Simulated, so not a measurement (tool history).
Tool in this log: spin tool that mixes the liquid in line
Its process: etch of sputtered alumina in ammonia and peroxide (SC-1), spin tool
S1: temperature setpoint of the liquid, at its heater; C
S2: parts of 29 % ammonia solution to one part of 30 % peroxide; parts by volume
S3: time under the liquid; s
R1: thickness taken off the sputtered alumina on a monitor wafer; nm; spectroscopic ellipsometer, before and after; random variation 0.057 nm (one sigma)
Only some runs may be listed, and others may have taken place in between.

run,hour,S1,S2,S3,R1
1,0,53,0.65,290,13.805
2,0.7,51.5,0.65,290,12.639
3,5.1,48,0.65,290,10.387
4,8.1,48,0.65,310,11.192
5,8.9,47.5,0.65,310,10.789
6,13.3,47.5,0.85,310,11.149
7,18,47,0.85,310,10.782
8,21.7,46.5,0.85,310,10.519
9,23.7,46,0.85,310,10.232

Predict the results of run 10:
10,29.8,45.5,0.85,310,?

R1: 9.8093 nm
